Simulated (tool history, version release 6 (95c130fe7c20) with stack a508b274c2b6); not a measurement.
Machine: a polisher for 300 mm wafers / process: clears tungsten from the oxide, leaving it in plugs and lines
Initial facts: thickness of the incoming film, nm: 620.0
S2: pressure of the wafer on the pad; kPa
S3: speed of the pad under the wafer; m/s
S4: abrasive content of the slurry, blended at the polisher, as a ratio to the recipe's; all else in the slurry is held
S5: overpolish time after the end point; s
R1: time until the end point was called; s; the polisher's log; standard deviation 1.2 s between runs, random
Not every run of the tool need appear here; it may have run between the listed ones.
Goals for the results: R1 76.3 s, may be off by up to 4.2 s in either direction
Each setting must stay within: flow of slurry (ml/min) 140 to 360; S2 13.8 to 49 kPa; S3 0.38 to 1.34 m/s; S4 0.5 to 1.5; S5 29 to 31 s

Run 1, day 0: flow of slurry (ml/min) 230, S2 31 kPa, S3 0.86 m/s, S4 1, S5 29 s. Result: R1 118.79 s.
Run 2, day 0.329: flow of slurry (ml/min) 230, S2 31 kPa, S3 0.86 m/s, S4 1.15, S5 29 s. Result: R1 114 s.
Run 3, day 0.621: flow of slurry (ml/min) 200, S2 31 kPa, S3 0.86 m/s, S4 1.15, S5 29 s. Result: R1 116.76 s.
Run 4, day 0.862: flow of slurry (ml/min) 200, S2 32.4 kPa, S3 0.86 m/s, S4 1.15, S5 29 s. Result: R1 115.2 s.
Run 5, day 0.958: flow of slurry (ml/min) 155, S2 32.4 kPa, S3 0.86 m/s, S4 1.15, S5 29 s. Result: R1 116.49 s.
Run 6, day 1.15: flow of slurry (ml/min) 140, S2 32.4 kPa, S3 0.86 m/s, S4 1.15, S5 29 s. Result: R1 119.63 s.
Run 7, day 1.446: flow of slurry (ml/min) 145, S2 33.8 kPa, S3 0.86 m/s, S4 1.15, S5 29 s. Result: R1 113.19 s.
Run 8, day 1.746: flow of slurry (ml/min) 145, S2 35.2 kPa, S3 0.86 m/s, S4 1.15, S5 29 s. Result: R1 110.32 s.
Run 9, day 2.058: flow of slurry (ml/min) 145, S2 44.1 kPa, S3 0.9 m/s, S4 1.15, S5 29 s. Result: R1 84.313 s.

4 next moves are on the table. One of them brings every result within its allowed miss. Which?
Run A, day 2.371: flow of slurry (ml/min) 155, S2 43.4 kPa, S3 0.82 m/s, S4 1.15, S5 31 s. Result: R1 ?.
Run B, day 2.371: flow of slurry (ml/min) 140, S2 40.7 kPa, S3 0.88 m/s, S4 1.25, S5 29 s. Result: R1 ?.
Run C, day 2.371: flow of slurry (ml/min) 150, S2 40 kPa, S3 0.94 m/s, S4 1.35, S5 30 s. Result: R1 ?.
Run D, day 2.371: flow of slurry (ml/min) 145, S2 46.9 kPa, S3 0.92 m/s, S4 1.15, S5 31 s. Result: R1 ?.

move      R1
   A  94.075
   B  93.881
   C  86.574
   D  79.296
A: further off than the last run
B: further off than the last run
C: further off than the last run
D: meets every target
Correct choice: D, which meets every target
